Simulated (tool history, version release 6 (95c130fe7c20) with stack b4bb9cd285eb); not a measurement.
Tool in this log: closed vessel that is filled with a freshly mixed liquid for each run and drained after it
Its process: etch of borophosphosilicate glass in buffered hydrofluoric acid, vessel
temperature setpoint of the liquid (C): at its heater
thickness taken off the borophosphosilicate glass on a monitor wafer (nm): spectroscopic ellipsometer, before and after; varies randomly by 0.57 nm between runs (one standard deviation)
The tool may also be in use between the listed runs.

run	hour	temperature setpoint of the liquid (C)	parts of 40 % ammonium fluoride to one part of 49 % hydrofluoric acid (parts by volume)	time in the liquid (s)	thickness taken off the borophosphosilicate glass on a monitor wafer (nm)
1	0.0	23.0	22.0	95	77.941
2	8.8	23.0	22.0	95	78.045
3	15.1	23.0	22.0	95	77.542
4	24.3	25.0	21.5	95	87.779
5	33.2	26.5	21.0	95	96.607
6	41.3	23.5	21.0	95	82.650
7	44.9	25.5	20.5	95	94.264
8	49.1	27.0	20.0	95	102.950
9	51.0	28.0	19.5	95	112.450
10	53.6	28.5	19.5	95	115.400

Run 11 comes next. What will it give?
11	56.3	29.0	19.5	95	?

{"run 11": {"thickness taken off the borophosphosilicate glass on a monitor wafer (nm)": 117.56}}
